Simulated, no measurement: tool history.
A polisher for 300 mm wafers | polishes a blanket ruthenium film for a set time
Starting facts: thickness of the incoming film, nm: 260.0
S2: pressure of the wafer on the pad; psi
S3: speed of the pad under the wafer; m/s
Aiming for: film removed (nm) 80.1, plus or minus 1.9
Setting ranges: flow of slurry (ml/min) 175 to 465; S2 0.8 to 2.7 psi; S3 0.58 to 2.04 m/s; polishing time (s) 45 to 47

{"run": 1, "hour": 0.0, "flow of slurry (ml/min)": 295, "S2": 1.7, "S3": 1.3, "polishing time (s)": 45, "film removed (nm)": 46.755}
{"run": 2, "hour": 8.2, "flow of slurry (ml/min)": 300, "S2": 1.9, "S3": 1.3, "polishing time (s)": 45, "film removed (nm)": 51.692}
{"run": 3, "hour": 17.0, "flow of slurry (ml/min)": 300, "S2": 2, "S3": 1.3, "polishing time (s)": 45, "film removed (nm)": 53.402}
{"run": 4, "hour": 24.1, "flow of slurry (ml/min)": 350, "S2": 2, "S3": 1.3, "polishing time (s)": 45, "film removed (nm)": 54.658}
{"run": 5, "hour": 27.4, "flow of slurry (ml/min)": 350, "S2": 2, "S3": 1.46, "polishing time (s)": 45, "film removed (nm)": 61.144}
{"run": 6, "hour": 30.2, "flow of slurry (ml/min)": 385, "S2": 2, "S3": 1.46, "polishing time (s)": 45, "film removed (nm)": 61.962}
{"run": 7, "hour": 34.9, "flow of slurry (ml/min)": 385, "S2": 2, "S3": 1.46, "polishing time (s)": 45, "film removed (nm)": 61.21}
{"run": 8, "hour": 43.2, "flow of slurry (ml/min)": 385, "S2": 2.1, "S3": 1.46, "polishing time (s)": 45, "film removed (nm)": 64.636}
{"run": 9, "hour": 51.3, "flow of slurry (ml/min)": 385, "S2": 2.2, "S3": 1.46, "polishing time (s)": 45, "film removed (nm)": 65.614}
{"run": 10, "hour": 57.4, "flow of slurry (ml/min)": 385, "S2": 2.3, "S3": 1.46, "polishing time (s)": 45, "film removed (nm)": 69.08}
{"run": 11, "hour": 66.3, "flow of slurry (ml/min)": 385, "S2": 2.4, "S3": 1.46, "polishing time (s)": 45, "film removed (nm)": 71.186}
{"run": 12, "hour": 75.1, "flow of slurry (ml/min)": 385, "S2": 2.5, "S3": 1.46, "polishing time (s)": 45, "film removed (nm)": 73.722}
{"run": 13, "hour": 80.1, "flow of slurry (ml/min)": 390, "S2": 2.6, "S3": 1.46, "polishing time (s)": 45, "film removed (nm)": 76.004}

Pick the move, out of 4, that brings all results within their allowed miss; only one does.
{"run": "A", "hour": 85.1, "flow of slurry (ml/min)": 420, "S2": 2.6, "S3": 1.26, "polishing time (s)": 47, "film removed (nm)": "?"}
{"run": "B", "hour": 85.1, "flow of slurry (ml/min)": 460, "S2": 2.7, "S3": 1.3, "polishing time (s)": 45, "film removed (nm)": "?"}
{"run": "C", "hour": 85.1, "flow of slurry (ml/min)": 430, "S2": 2.7, "S3": 1.48, "polishing time (s)": 45, "film removed (nm)": "?"}
{"run": "D", "hour": 85.1, "flow of slurry (ml/min)": 395, "S2": 2.7, "S3": 1.34, "polishing time (s)": 45, "film removed (nm)": "?"}

move=A film_removed_(nm)=69.636
move=B film_removed_(nm)=71.325
move=C film_removed_(nm)=80.576
move=D film_removed_(nm)=72.755
A: misses by more than the last run did
B: misses by more than the last run did
C: every result within its allowed miss
D: misses by more than the last run did
C is the move that brings every result within its allowed miss.
